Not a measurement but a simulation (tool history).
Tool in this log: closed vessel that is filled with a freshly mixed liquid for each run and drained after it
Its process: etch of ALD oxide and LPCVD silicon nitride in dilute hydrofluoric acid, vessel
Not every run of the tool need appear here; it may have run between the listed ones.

run	day	temperature setpoint of the liquid (°C)	parts of water to one part of 49 % hydrofluoric acid (parts by volume)	time in the liquid (s)	thickness taken off the ALD oxide on a monitor wafer (nm)	thickness taken off the LPCVD silicon nitride on a monitor wafer (nm)
1	0	22	65	90	26.62	0.52292
2	0.025	21.5	70	90	24.257	0.45899
3	0.308	21.5	80	90	21.229	0.40076
4	0.333	21.5	85	90	19.664	0.36324
5	0.592	21.5	90	85	17.403	0.3332
6	0.838	24	90	85	19.377	0.42658
7	1.054	24	95	85	18.179	0.39437
8	1.375	20	115	80	12.004	0.21909
9	1.475	20.5	115	80	11.926	0.21163

Expected results for the next run?
10	1.792	20.5	115	80	?	?

{"run 10": {"thickness taken off the ALD oxide on a monitor wafer (nm)": 12.1, "thickness taken off the LPCVD silicon nitride on a monitor wafer (nm)": 0.2292}}
